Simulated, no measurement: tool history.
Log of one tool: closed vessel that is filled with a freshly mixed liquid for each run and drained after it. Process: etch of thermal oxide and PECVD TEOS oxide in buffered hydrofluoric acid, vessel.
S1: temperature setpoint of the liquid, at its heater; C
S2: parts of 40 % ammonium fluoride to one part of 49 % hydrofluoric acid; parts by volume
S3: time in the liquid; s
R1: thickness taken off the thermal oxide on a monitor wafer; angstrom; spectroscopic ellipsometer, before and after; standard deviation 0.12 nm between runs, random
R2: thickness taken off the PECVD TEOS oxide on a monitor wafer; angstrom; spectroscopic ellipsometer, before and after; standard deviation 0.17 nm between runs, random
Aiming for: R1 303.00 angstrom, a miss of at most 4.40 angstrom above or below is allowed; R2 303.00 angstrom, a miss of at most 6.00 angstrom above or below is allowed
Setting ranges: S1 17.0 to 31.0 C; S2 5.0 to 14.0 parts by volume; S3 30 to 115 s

run,hour,S1,S2,S3,R1,R2
1,0.0,23.0,8.5,60,740.02,746.37
2,6.4,21.0,10.0,60,589.83,583.27
3,10.8,21.0,10.0,80,782.69,784.37
4,19.3,21.0,9.0,80,838.23,835.43
5,22.3,21.0,10.5,80,746.71,744.83
6,23.3,22.5,10.5,80,809.29,812.01
7,24.7,21.0,11.5,70,592.23,598.39
8,32.6,20.0,12.0,65,502.61,498.24
9,38.5,17.0,14.0,50,279.33,281.72
10,45.6,17.5,14.0,50,290.54,291.93
11,53.5,18.0,14.0,50,299.35,296.55

Next run, 5 choices. One meets every target within its allowed miss, the rest don't. Which?
A,61.4,25.0,11.5,30,?,?
B,61.4,21.0,14.0,45,?,?
C,61.4,17.0,13.0,50,?,?
D,61.4,19.0,14.0,50,?,?
E,61.4,17.0,12.5,50,?,?

move,R1,R2
A,316.85,314.70
B,314.68,312.55
C,300.06,298.02
D,312.57,310.45
E,311.82,309.71
A: takes the result that was furthest off past its target
B: takes the result that was furthest off past its target
C: all results land within tolerance of their targets
D: takes the result that was furthest off past its target
E: takes the result that was furthest off past its target
The right move is C.

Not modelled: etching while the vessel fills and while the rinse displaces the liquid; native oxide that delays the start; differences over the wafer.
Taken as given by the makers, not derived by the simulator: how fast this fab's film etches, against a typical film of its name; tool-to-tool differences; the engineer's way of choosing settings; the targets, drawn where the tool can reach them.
